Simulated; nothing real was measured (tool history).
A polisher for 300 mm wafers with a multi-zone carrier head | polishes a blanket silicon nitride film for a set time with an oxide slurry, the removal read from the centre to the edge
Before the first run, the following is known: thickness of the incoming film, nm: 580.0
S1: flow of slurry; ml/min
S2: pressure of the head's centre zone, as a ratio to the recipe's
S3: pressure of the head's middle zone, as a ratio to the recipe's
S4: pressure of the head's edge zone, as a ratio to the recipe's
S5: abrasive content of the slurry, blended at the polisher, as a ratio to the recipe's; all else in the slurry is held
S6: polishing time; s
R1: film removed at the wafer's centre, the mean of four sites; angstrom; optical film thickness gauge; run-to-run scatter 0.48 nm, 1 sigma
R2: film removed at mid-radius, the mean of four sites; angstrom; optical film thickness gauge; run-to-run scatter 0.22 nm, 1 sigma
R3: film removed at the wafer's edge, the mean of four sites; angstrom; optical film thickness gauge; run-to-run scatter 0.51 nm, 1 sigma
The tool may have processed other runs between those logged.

run 1 hour=0 | S1=130 S2=1 S3=1 S4=1 S5=1 S6=45 | R1=502.86 R2=514.17 R3=516.87
run 2 hour=6.5 | S1=125 S2=0.99 S3=0.98 S4=0.98 S5=0.9 S6=45 | R1=478.43 R2=476.77 R3=458.41
run 3 hour=15.3 | S1=125 S2=0.99 S3=0.98 S4=0.94 S5=0.9 S6=45 | R1=477.85 R2=481.14 R3=469.11
run 4 hour=20.5 | S1=125 S2=0.99 S3=0.98 S4=0.94 S5=0.7 S6=45 | R1=401.57 R2=401.7 R3=379.22
run 5 hour=21.1 | S1=125 S2=0.99 S3=0.9 S4=0.94 S5=0.7 S6=45 | R1=390.33 R2=382.47 R3=394.5
run 6 hour=24 | S1=125 S2=0.99 S3=0.9 S4=0.94 S5=0.7 S6=39 | R1=341.41 R2=330.3 R3=334.99
run 7 hour=32.8 | S1=125 S2=0.99 S3=0.9 S4=0.95 S5=0.7 S6=39 | R1=331.86 R2=328.76 R3=344.47

Forecast run 8:
run 8 hour=35.1 | S1=130 S2=0.99 S3=0.9 S4=0.95 S5=0.7 S6=39 | R1=? R2=? R3=?

R1: 343.89 angstrom
R2: 334.97 angstrom
R3: 340.72 angstrom
